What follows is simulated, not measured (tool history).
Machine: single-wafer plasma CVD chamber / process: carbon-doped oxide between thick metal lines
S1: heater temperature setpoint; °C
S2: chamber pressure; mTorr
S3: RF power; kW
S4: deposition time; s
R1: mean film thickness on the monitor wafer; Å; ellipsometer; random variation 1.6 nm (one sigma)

| run | hour | S1 | S2 | S3 | S4 | R1 |
|---|---|---|---|---|---|---|
| 1 | 0.0 | 340 | 6630 | 0.490 | 152 | 8118.7 |
| 2 | 7.8 | 333 | 6630 | 0.490 | 152 | 8298.4 |
| 3 | 16.0 | 333 | 6630 | 0.425 | 152 | 7665.0 |
| 4 | 22.1 | 338 | 6260 | 0.410 | 152 | 7319.7 |
| 5 | 23.7 | 346 | 6260 | 0.410 | 152 | 7166.7 |
| 6 | 32.2 | 340 | 6260 | 0.410 | 152 | 7274.4 |
| 7 | 35.5 | 344 | 5980 | 0.405 | 152 | 7120.9 |
| 8 | 36.1 | 347 | 5780 | 0.400 | 152 | 6966.9 |
| 9 | 40.9 | 347 | 5780 | 0.400 | 152 | 6982.8 |
| 10 | 49.5 | 349 | 5640 | 0.400 | 152 | 6919.6 |
| 11 | 53.5 | 351 | 5530 | 0.400 | 152 | 6857.3 |

For run 12, what comes out?
| 12 | 56.5 | 352 | 5460 | 0.400 | 152 | ? |

{"run 12": {"R1": 6823.8}}

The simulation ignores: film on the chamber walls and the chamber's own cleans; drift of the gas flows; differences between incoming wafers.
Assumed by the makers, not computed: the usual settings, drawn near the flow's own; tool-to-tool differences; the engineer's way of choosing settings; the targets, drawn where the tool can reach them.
